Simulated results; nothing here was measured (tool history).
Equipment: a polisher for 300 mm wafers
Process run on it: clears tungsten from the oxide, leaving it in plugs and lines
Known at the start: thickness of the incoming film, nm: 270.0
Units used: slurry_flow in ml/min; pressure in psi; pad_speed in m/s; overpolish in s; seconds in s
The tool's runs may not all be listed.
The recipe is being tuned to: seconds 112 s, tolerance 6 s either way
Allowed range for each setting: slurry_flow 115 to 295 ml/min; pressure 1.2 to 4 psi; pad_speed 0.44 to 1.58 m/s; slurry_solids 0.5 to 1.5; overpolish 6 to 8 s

run,hour,slurry_flow,pressure,pad_speed,slurry_solids,overpolish,seconds
1,0,190,2.6,1,1,8,84.137
2,4.5,190,2.6,1,1,8,84.224
3,11.2,190,2.6,1.14,1,8,73.926
4,12.3,190,2.6,1.14,1,6,73.846
5,16.7,190,2.6,1.14,0.85,6,77.892
6,22.4,190,2.6,1.36,0.85,6,64.787
7,27.8,190,2.2,1.34,0.85,6,78.821
8,28.3,190,1.9,1.32,0.85,6,93.039
9,34.1,190,1.8,1.32,0.85,6,96.39
10,36,190,1.8,1.32,0.85,6,95.58
11,40,190,1.7,1.32,0.85,6,101.36

Which single option among these 4 for the next run brings every result within its allowed miss of target? Just one does.
A,44,150,2.2,1.14,0.9,6,?
B,44,215,1.5,1.32,0.9,6,?
C,44,185,1.9,1.38,0.75,8,?
D,44,180,1.5,1.22,0.85,6,?

move,seconds
A,90.953
B,107.23
C,88.41
D,120.89
A: further off than the last run
B: each result inside its tolerance
C: further off than the last run
D: moves the result that the last run missed by most past its target, out the other side
The right move is B.
